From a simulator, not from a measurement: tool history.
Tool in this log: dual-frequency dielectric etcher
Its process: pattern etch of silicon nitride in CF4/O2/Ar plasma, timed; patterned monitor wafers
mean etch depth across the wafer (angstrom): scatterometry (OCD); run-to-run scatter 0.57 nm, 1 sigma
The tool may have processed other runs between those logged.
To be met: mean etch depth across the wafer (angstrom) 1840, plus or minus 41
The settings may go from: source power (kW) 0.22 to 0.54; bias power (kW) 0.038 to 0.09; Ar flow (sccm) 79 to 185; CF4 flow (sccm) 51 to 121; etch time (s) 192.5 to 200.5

run	hour	source power (kW)	bias power (kW)	Ar flow (sccm)	CF4 flow (sccm)	etch time (s)	mean etch depth across the wafer (angstrom)
1	0	0.38	0.064	132	86	192.5	3085.4
2	1.1	0.38	0.064	132	75	192.5	3022.6
3	10	0.38	0.064	111	75	192.5	3119.5
4	10.9	0.38	0.064	111	86	192.5	3210.4
5	15.3	0.35	0.059	115	85	192.5	2800.6
6	16.9	0.35	0.059	96	85	192.5	2889.3
7	21.4	0.32	0.056	97	85	192.5	2578.9
8	27.5	0.3	0.054	98	85	192.5	2345.7
9	33.9	0.28	0.054	98	85	192.5	2173.8
10	38.2	0.27	0.054	98	85	192.5	2089.7
11	40.7	0.26	0.054	98	85	192.5	2007.9
12	44.5	0.25	0.054	98	85	192.5	1899.3

Which of these 5 next moves meets every target?
A	48.3	0.28	0.045	108	76	200.5	?
B	48.3	0.28	0.046	84	81	195	?
C	48.3	0.26	0.049	91	86	195.5	?
D	48.3	0.24	0.058	107	87	192.5	?
E	48.3	0.27	0.049	98	87	192.5	?

move	mean etch depth across the wafer (angstrom)
A	2008.8
B	2094
C	1967.5
D	1844.7
E	2000.1
A: moves away from the targets compared with the last run
B: moves away from the targets compared with the last run
C: moves away from the targets compared with the last run
D: every result within its allowed miss
E: moves away from the targets compared with the last run
The move that meets every target is D.

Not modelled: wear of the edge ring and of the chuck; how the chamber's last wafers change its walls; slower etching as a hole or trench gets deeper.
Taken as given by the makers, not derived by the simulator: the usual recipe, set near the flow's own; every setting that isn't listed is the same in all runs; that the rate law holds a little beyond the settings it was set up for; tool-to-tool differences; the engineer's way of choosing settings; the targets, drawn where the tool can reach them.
